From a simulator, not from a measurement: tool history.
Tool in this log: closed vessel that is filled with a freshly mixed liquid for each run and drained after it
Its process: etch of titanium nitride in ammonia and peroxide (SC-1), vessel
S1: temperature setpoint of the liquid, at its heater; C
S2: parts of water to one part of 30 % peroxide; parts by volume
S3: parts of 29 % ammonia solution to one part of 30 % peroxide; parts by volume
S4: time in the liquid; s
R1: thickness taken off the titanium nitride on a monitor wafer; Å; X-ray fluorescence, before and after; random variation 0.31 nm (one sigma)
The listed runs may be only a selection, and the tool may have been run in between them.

{"run": 1, "hour": 0.0, "S1": 54, "S2": 13.5, "S3": 0.7, "S4": 2440, "R1": 946.56}
{"run": 2, "hour": 2.2, "S1": 52, "S2": 13.5, "S3": 0.7, "S4": 2440, "R1": 833.45}
{"run": 3, "hour": 4.6, "S1": 52, "S2": 13.5, "S3": 0.7, "S4": 2595, "R1": 891.67}
{"run": 4, "hour": 11.5, "S1": 50, "S2": 13.5, "S3": 0.7, "S4": 2595, "R1": 757.85}
{"run": 5, "hour": 14.1, "S1": 50, "S2": 11.5, "S3": 0.7, "S4": 2595, "R1": 834.31}
{"run": 6, "hour": 21.6, "S1": 50, "S2": 15, "S3": 0.7, "S4": 2595, "R1": 717.65}
{"run": 7, "hour": 30.1, "S1": 49, "S2": 15, "S3": 0.7, "S4": 2595, "R1": 681.05}
{"run": 8, "hour": 39.2, "S1": 48, "S2": 15, "S3": 0.7, "S4": 2595, "R1": 629.1}
{"run": 9, "hour": 44.1, "S1": 47, "S2": 15, "S3": 0.7, "S4": 2595, "R1": 582.69}
{"run": 10, "hour": 50.2, "S1": 46, "S2": 15, "S3": 0.7, "S4": 2595, "R1": 550.03}
{"run": 11, "hour": 56.8, "S1": 45.5, "S2": 15, "S3": 0.7, "S4": 2595, "R1": 526.75}

Run 12, settings as shown, results not yet in. Your forecast:
{"run": 12, "hour": 61.1, "S1": 45, "S2": 15, "S3": 0.7, "S4": 2595, "R1": "?"}

R1: 505.85 Å
